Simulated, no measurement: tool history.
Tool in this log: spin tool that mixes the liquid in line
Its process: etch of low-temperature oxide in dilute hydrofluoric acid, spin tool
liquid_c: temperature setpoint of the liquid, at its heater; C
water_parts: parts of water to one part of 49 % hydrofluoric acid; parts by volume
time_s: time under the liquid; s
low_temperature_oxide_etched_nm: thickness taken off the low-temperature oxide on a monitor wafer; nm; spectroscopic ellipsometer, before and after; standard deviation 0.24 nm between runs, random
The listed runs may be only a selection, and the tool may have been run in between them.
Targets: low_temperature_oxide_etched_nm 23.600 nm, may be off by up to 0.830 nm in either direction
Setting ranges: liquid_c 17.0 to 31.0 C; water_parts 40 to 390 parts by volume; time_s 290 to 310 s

run  hour  liquid_c  water_parts  time_s  low_temperature_oxide_etched_nm
  1   0.0      23.0          215     290                           10.154
  2   2.3      26.5          215     290                           11.509
  3  10.7      23.5          215     290                           10.264
  4  13.7      25.0          190     290                           12.463
  5  17.1      26.0          170     290                           15.050
  6  21.5      24.5          170     290                           14.175
  7  27.9      28.5          110     290                           27.111
  8  31.8      28.0          110     290                           26.802
  9  36.2      27.5          110     290                           26.070
     39.5  -- thermometer replaced
 10  39.5      25.0          115     290                           24.489

Below are 4 possible settings for the next run. Only one of them brings all results inside the allowed miss of their targets. Which is it?
  A  42.8      24.5          135     310                                ?
  B  42.8      25.5          115     290                                ?
  C  42.8      26.0          140     310                                ?
  D  42.8      26.5          125     290                                ?

move  low_temperature_oxide_etched_nm
   A                           21.709
   B                           25.384
   C                           22.032
   D                           23.964
A: carries the result that was furthest off beyond its target, to the other side
B: misses by more than the last run did
C: carries the result that was furthest off beyond its target, to the other side
D: every result within its allowed miss
The right move is D.

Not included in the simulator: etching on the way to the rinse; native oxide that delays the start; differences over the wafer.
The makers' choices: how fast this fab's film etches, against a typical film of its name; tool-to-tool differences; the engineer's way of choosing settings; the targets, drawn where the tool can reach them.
